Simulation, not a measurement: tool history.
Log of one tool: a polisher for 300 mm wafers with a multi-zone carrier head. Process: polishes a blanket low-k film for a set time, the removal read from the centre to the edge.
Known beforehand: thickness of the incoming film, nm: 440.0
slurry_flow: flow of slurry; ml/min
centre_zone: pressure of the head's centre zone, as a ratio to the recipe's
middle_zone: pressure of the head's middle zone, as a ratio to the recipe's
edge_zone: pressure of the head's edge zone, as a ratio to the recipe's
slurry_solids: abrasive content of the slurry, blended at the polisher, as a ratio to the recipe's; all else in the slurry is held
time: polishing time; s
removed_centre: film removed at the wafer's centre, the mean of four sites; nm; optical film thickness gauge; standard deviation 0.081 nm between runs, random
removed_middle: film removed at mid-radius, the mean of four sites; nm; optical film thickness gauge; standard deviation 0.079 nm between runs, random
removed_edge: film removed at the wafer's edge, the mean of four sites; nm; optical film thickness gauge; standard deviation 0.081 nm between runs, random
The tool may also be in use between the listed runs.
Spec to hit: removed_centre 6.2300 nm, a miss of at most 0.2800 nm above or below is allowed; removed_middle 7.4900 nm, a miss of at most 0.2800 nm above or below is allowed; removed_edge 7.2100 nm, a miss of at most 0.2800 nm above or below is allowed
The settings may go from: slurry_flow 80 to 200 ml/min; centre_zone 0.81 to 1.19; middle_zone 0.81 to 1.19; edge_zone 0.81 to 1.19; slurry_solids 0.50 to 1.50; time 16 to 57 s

run 1 hour=0.0 | slurry_flow=130 centre_zone=1.00 middle_zone=1.00 edge_zone=1.00 slurry_solids=1.00 time=36 | removed_centre=11.4780 removed_middle=11.8330 removed_edge=11.1250
run 2 hour=5.8 | slurry_flow=130 centre_zone=1.06 middle_zone=1.00 edge_zone=1.00 slurry_solids=1.00 time=36 | removed_centre=11.8750 removed_middle=11.5610 removed_edge=11.1720
run 3 hour=7.6 | slurry_flow=130 centre_zone=1.06 middle_zone=1.00 edge_zone=1.00 slurry_solids=1.10 time=36 | removed_centre=12.4010 removed_middle=12.1900 removed_edge=11.2600
run 4 hour=13.5 | slurry_flow=120 centre_zone=1.01 middle_zone=1.02 edge_zone=0.97 slurry_solids=0.95 time=33 | removed_centre=9.9589 removed_middle=10.4770 removed_edge=9.5849
run 5 hour=18.0 | slurry_flow=110 centre_zone=0.96 middle_zone=1.01 edge_zone=0.96 slurry_solids=0.80 time=32 | removed_centre=8.6309 removed_middle=9.3051 removed_edge=8.6590
run 6 hour=21.6 | slurry_flow=105 centre_zone=0.92 middle_zone=1.01 edge_zone=0.96 slurry_solids=0.70 time=32 | removed_centre=7.6706 removed_middle=8.8713 removed_edge=8.1678
run 7 hour=24.0 | slurry_flow=100 centre_zone=0.90 middle_zone=0.99 edge_zone=0.95 slurry_solids=0.65 time=32 | removed_centre=7.2123 removed_middle=8.2678 removed_edge=7.7809
run 8 hour=26.5 | slurry_flow=95 centre_zone=0.88 middle_zone=0.98 edge_zone=0.94 slurry_solids=0.65 time=32 | removed_centre=7.0040 removed_middle=8.1825 removed_edge=7.6065
run 9 hour=35.5 | slurry_flow=80 centre_zone=0.81 middle_zone=0.92 edge_zone=0.95 slurry_solids=0.55 time=32 | removed_centre=5.6129 removed_middle=6.9236 removed_edge=6.7966

Exercise: of the 5 proposed moves below, exactly one satisfies all targets within the stated allowed misses. Which move is it?
run A hour=44.5 | slurry_flow=130 centre_zone=0.85 middle_zone=0.82 edge_zone=1.03 slurry_solids=0.50 time=32 | removed_centre=? removed_middle=? removed_edge=?
run B hour=44.5 | slurry_flow=90 centre_zone=0.89 middle_zone=1.02 edge_zone=1.06 slurry_solids=0.50 time=33 | removed_centre=? removed_middle=? removed_edge=?
run C hour=44.5 | slurry_flow=115 centre_zone=0.91 middle_zone=0.96 edge_zone=0.82 slurry_solids=0.65 time=26 | removed_centre=? removed_middle=? removed_edge=?
run D hour=44.5 | slurry_flow=115 centre_zone=0.86 middle_zone=0.81 edge_zone=1.15 slurry_solids=0.55 time=31 | removed_centre=? removed_middle=? removed_edge=?
run E hour=44.5 | slurry_flow=80 centre_zone=0.84 middle_zone=1.06 edge_zone=0.83 slurry_solids=0.70 time=28 | removed_centre=? removed_middle=? removed_edge=?

move=A removed_centre=6.4693 removed_middle=6.6490 removed_edge=7.3647
move=B removed_centre=6.4087 removed_middle=7.6141 removed_edge=7.2839
move=C removed_centre=6.1489 removed_middle=6.7375 removed_edge=5.9445
move=D removed_centre=6.4352 removed_middle=6.4922 removed_edge=7.7213
move=E removed_centre=5.7448 removed_middle=7.5122 removed_edge=6.2777
A: the worst result of the last run now meets its target, but another is out of spec
B: in spec on every target
C: the worst result of the last run now meets its target, but another is out of spec
D: the worst result of the last run now meets its target, but another is out of spec
E: misses by more than the last run did
B meets every target.
